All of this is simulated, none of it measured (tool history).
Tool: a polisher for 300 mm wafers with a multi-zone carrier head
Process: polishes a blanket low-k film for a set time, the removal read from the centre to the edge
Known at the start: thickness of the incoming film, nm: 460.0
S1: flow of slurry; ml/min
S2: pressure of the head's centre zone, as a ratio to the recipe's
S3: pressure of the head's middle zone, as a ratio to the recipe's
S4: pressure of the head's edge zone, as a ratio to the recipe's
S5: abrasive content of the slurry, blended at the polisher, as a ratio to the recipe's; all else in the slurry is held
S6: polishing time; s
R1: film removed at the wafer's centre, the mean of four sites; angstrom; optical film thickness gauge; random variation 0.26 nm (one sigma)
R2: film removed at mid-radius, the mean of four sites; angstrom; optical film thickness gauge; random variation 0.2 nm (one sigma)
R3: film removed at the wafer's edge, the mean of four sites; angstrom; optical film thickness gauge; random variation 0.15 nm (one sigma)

Run 1, hour 0: S1 230 ml/min, S2 1, S3 1, S4 1, S5 1, S6 64 s. Result: R1 208.14 angstrom, R2 207.43 angstrom, R3 205.66 angstrom.
Run 2, hour 7.1: S1 270 ml/min, S2 1, S3 1, S4 1, S5 1, S6 64 s. Result: R1 218.28 angstrom, R2 208.97 angstrom, R3 210.93 angstrom.
Run 3, hour 10.5: S1 215 ml/min, S2 1, S3 1, S4 1, S5 1, S6 64 s. Result: R1 198.9 angstrom, R2 202.45 angstrom, R3 203.82 angstrom.
Run 4, hour 11.2: S1 235 ml/min, S2 0.96, S3 1.03, S4 1.05, S5 1, S6 64 s. Result: R1 198.44 angstrom, R2 209.59 angstrom, R3 209.66 angstrom.
Run 5, hour 16.4: S1 235 ml/min, S2 0.96, S3 1.03, S4 1.05, S5 0.85, S6 64 s. Result: R1 187.48 angstrom, R2 197.41 angstrom, R3 195.28 angstrom.
Run 6, hour 19.6: S1 250 ml/min, S2 0.93, S3 1.06, S4 1.09, S5 0.95, S6 64 s. Result: R1 194.45 angstrom, R2 210.45 angstrom, R3 211.58 angstrom.
Run 7, hour 26.2: S1 265 ml/min, S2 0.9, S3 1.1, S4 1.12, S5 1, S6 64 s. Result: R1 192.37 angstrom, R2 226.26 angstrom, R3 220.88 angstrom.

The next listed run, before its measurement:
Run 8, hour 28: S1 280 ml/min, S2 0.89, S3 1.11, S4 1.14, S5 1, S6 64 s. Result: R1 ?, R2 ?, R3 ?.

Run 8 gave R1 192.51 angstrom, R2 231.47 angstrom, R3 223.83 angstrom.

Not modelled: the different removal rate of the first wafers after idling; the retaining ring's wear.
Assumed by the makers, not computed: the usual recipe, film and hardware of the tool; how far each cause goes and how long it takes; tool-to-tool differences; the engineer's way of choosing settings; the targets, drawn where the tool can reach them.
